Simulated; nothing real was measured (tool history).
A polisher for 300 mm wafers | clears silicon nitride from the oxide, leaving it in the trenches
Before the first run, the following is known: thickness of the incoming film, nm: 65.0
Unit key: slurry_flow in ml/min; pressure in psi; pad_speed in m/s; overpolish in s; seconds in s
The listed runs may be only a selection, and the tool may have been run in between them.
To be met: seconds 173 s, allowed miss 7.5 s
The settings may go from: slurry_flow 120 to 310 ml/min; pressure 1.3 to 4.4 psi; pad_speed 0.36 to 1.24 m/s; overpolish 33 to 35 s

run,hour,slurry_flow,pressure,pad_speed,overpolish,seconds
1,0,200,2.8,0.8,33,115.55
2,5.5,250,2.8,0.8,33,114.72
3,10.8,220,2.8,0.8,33,116.96
4,15.2,220,2.4,0.8,33,134.82
5,21.8,265,2.4,0.8,33,128.7
6,29.9,265,2.4,0.8,33,132.57
7,35.3,265,2.2,0.8,33,138.39
8,41.3,265,2,0.8,33,152.42
9,45.6,265,1.9,0.8,33,159.23
10,52.9,265,1.8,0.8,33,162.99
11,57.5,265,1.6,0.8,33,180.14

Below are 5 possible settings for the next run. Only one of them brings all results inside the allowed miss of their targets. Which is it?
A,62.1,270,1.6,0.76,34,?
B,62.1,235,1.9,0.74,35,?
C,62.1,245,1.7,0.7,33,?
D,62.1,275,1.4,0.74,33,?
E,62.1,255,1.3,0.88,34,?

move,seconds
A,187.22
B,170.3
C,195.17
D,211.78
E,190
A: its largest miss is bigger than the last run's
B: meets every target
C: its largest miss is bigger than the last run's
D: its largest miss is bigger than the last run's
E: its largest miss is bigger than the last run's
Answer: B

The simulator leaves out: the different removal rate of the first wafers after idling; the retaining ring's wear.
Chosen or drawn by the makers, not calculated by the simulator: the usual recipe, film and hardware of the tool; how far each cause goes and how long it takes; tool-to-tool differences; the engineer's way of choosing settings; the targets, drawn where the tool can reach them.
